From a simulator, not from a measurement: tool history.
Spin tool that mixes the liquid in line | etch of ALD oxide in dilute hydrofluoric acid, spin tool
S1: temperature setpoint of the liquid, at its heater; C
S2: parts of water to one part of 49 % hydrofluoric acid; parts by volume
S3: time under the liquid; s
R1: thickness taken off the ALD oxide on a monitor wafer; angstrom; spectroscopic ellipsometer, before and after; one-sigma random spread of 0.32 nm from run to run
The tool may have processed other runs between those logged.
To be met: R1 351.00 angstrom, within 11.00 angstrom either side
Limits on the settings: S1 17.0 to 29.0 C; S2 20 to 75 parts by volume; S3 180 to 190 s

run 1 day=0.000 | S1=21.0 S2=45 S3=180 | R1=652.34
run 2 day=0.138 | S1=20.5 S2=50 S3=180 | R1=567.35
run 3 day=0.346 | S1=20.5 S2=50 S3=190 | R1=595.10
run 4 day=0.638 | S1=20.0 S2=50 S3=190 | R1=597.69
run 5 day=0.683 | S1=20.0 S2=60 S3=190 | R1=480.30
run 6 day=0.958 | S1=19.5 S2=60 S3=190 | R1=476.24
run 7 day=1.329 | S1=19.5 S2=60 S3=190 | R1=474.33
run 8 day=1.546 | S1=19.0 S2=60 S3=190 | R1=474.21
run 9 day=1.846 | S1=18.0 S2=65 S3=190 | R1=411.07
run 10 day=2.138 | S1=17.5 S2=70 S3=190 | R1=367.25
run 11 day=2.362 | S1=17.0 S2=70 S3=190 | R1=362.02

Next run, 4 choices. One meets every target within its allowed miss, the rest don't. Which?
run A day=2.588 | S1=19.0 S2=75 S3=185 | R1=?
run B day=2.588 | S1=17.0 S2=65 S3=180 | R1=?
run C day=2.588 | S1=18.5 S2=70 S3=185 | R1=?
run D day=2.588 | S1=17.5 S2=70 S3=190 | R1=?

move=A R1=357.31
move=B R1=373.23
move=C R1=377.18
move=D R1=371.48
A: in spec on every target
B: the biggest miss grows against the last run
C: the biggest miss grows against the last run
D: the biggest miss grows against the last run
The move that meets every target is A.
